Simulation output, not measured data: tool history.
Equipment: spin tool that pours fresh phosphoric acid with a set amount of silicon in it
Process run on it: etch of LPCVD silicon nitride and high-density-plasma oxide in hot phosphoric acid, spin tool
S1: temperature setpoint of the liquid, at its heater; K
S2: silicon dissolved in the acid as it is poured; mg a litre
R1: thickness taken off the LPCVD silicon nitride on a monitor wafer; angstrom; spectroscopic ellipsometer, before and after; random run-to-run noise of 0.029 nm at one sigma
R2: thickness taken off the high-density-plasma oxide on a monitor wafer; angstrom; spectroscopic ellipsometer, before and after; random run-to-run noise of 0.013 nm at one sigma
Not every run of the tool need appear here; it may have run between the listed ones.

Run 1, hour 0.0: S1 434.15 K, S2 14.5 mg a litre, time under the liquid (s) 110. Result: R1 95.096 angstrom, R2 3.7938 angstrom.
Run 2, hour 8.0: S1 433.15 K, S2 13.5 mg a litre, time under the liquid (s) 85. Result: R1 71.597 angstrom, R2 2.9728 angstrom.
Run 3, hour 14.9: S1 432.15 K, S2 14.0 mg a litre, time under the liquid (s) 70. Result: R1 56.418 angstrom, R2 2.3212 angstrom.
Run 4, hour 19.7: S1 431.65 K, S2 14.5 mg a litre, time under the liquid (s) 65. Result: R1 52.316 angstrom, R2 2.0265 angstrom.
Run 5, hour 25.3: S1 431.15 K, S2 14.0 mg a litre, time under the liquid (s) 60. Result: R1 47.070 angstrom, R2 1.8479 angstrom.
Run 6, hour 33.6: S1 432.15 K, S2 14.0 mg a litre, time under the liquid (s) 60. Result: R1 48.858 angstrom, R2 1.8351 angstrom.
Run 7, hour 34.8: S1 429.65 K, S2 13.0 mg a litre, time under the liquid (s) 40. Result: R1 29.961 angstrom, R2 1.0244 angstrom.

Expected results for the next run?
Run 8, hour 40.3: S1 430.15 K, S2 13.0 mg a litre, time under the liquid (s) 40. Result: R1 ?, R2 ?.

{"run 8": {"R1": 30.786, "R2": 1.0609}}
